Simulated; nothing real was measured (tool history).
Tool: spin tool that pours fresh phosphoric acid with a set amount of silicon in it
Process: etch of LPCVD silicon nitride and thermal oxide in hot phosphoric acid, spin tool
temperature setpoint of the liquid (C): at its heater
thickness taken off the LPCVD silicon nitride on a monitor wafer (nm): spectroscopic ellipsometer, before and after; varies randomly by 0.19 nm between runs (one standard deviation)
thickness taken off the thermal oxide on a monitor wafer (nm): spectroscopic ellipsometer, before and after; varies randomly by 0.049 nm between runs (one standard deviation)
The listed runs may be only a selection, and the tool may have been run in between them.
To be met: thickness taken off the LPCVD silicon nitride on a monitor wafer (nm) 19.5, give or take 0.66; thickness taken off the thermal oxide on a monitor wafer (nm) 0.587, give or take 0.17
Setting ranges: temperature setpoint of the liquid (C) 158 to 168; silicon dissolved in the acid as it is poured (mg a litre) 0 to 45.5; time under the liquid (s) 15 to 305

| run | day | temperature setpoint of the liquid (C) | silicon dissolved in the acid as it is poured (mg a litre) | time under the liquid (s) | thickness taken off the LPCVD silicon nitride on a monitor wafer (nm) | thickness taken off the thermal oxide on a monitor wafer (nm) |
|---|---|---|---|---|---|---|
| 1 | 0 | 163 | 20 | 155 | 15.647 | 0.30798 |
| 2 | 0.092 | 163 | 20 | 120 | 12.107 | 0.26016 |
| 3 | 0.467 | 163.5 | 18.5 | 130 | 13.128 | 0.27368 |
| 4 | 0.7 | 164 | 15.5 | 140 | 14.667 | 0.41947 |
| 5 | 0.767 | 164 | 6 | 140 | 14.369 | 0.4318 |
| 6 | 0.992 | 164 | 10.5 | 140 | 14.261 | 0.42572 |
| 7 | 1.046 | 164.5 | 12.5 | 145 | 15.23 | 0.43744 |
| 8 | 1.121 | 165 | 13.5 | 150 | 15.659 | 0.44117 |
| 9 | 1.15 | 165 | 13.5 | 155 | 16.792 | 0.45718 |
| 10 | 1.475 | 165.5 | 13.5 | 155 | 17.081 | 0.47001 |
| 11 | 1.55 | 166 | 13.5 | 155 | 17.153 | 0.44126 |
| 12 | 1.817 | 166 | 12.5 | 155 | 17.055 | 0.50834 |
| 13 | 2.179 | 166.5 | 13.5 | 165 | 18.599 | 0.64506 |
| 14 | 2.438 | 166.5 | 15 | 165 | 18.535 | 0.55946 |

Which one of the following 5 next-run settings gets every result inside its allowed miss? There is exactly one.
| A | 2.696 | 165 | 7.5 | 160 | ? | ? |
| B | 2.696 | 164.5 | 10 | 185 | ? | ? |
| C | 2.696 | 167 | 10.5 | 160 | ? | ? |
| D | 2.696 | 165.5 | 9 | 165 | ? | ? |
| E | 2.696 | 166 | 10 | 165 | ? | ? |

| move | thickness taken off the LPCVD silicon nitride on a monitor wafer (nm) | thickness taken off the thermal oxide on a monitor wafer (nm) |
|---|---|---|
| A | 17.062 | 0.60211 |
| B | 19.407 | 0.63606 |
| C | 18.215 | 0.65156 |
| D | 17.886 | 0.62346 |
| E | 18.181 | 0.63232 |
A: moves away from the targets compared with the last run
B: meets every target
C: moves away from the targets compared with the last run
D: moves away from the targets compared with the last run
E: moves away from the targets compared with the last run
The move that meets every target is B.

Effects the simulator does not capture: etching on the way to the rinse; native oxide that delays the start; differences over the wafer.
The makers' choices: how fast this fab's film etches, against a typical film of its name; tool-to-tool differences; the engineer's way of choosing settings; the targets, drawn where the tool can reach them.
